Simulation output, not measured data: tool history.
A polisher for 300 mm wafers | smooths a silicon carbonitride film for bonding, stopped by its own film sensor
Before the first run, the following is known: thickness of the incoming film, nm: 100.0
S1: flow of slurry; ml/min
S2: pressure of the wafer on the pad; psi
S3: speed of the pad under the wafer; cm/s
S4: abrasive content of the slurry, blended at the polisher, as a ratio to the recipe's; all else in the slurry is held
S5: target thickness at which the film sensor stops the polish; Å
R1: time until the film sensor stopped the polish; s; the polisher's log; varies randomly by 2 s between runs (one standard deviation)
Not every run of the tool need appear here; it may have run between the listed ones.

run 1 hour=0 | S1=175 S2=2.5 S3=112 S4=1 S5=890 | R1=41.298
run 2 hour=6 | S1=175 S2=2.5 S3=112 S4=1 S5=900 | R1=37.611
run 3 hour=11.8 | S1=175 S2=2.5 S3=138 S4=1 S5=900 | R1=31.437
run 4 hour=19.7 | S1=175 S2=2.5 S3=138 S4=1 S5=900 | R1=32.39
run 5 hour=25.8 | S1=170 S2=2.2 S3=120 S4=0.95 S5=900 | R1=40.805
run 6 hour=33.7 | S1=185 S2=2.2 S3=120 S4=0.95 S5=900 | R1=40.206

For run 7, what comes out?
run 7 hour=42 | S1=185 S2=1.5 S3=88 S4=0.75 S5=890 | R1=?

{"run 7": {"R1": 92.561}}
